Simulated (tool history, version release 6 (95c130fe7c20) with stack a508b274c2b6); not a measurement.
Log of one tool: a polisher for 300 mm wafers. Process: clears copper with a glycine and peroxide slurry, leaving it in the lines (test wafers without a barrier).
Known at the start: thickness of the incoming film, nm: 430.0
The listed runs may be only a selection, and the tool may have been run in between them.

run  hour  flow of slurry (ml/min)  pressure of the wafer on the pad (kPa)  speed of the pad under the wafer (cm/s)  overpolish time after the end point (s)  time until the end point was called (s)  dishing of a wide line in a test structure (angstrom)
  1     0                      210                                    18.6                                       92                                       24                                   92.885                                                 634.04
  2   8.1                      210                                    18.6                                       92                                       18                                   91.968                                                 549.98
  3  16.7                      175                                    18.6                                       92                                       18                                   93.266                                                 515.92
  4  24.9                      175                                    17.9                                       92                                       18                                   96.245                                                 483.24
  5  30.3                      175                                    17.9                                       92                                       23                                   94.626                                                  626.2
  6  36.5                      175                                    22.1                                       92                                       23                                   80.391                                                  691.4

Predict the results of run 7:
  7  44.3                      175                                    22.1                                       92                                       23                                        ?                                                      ?

{"run 7": {"time until the end point was called (s)": 80.231, "dishing of a wide line in a test structure (angstrom)": 672.08}}
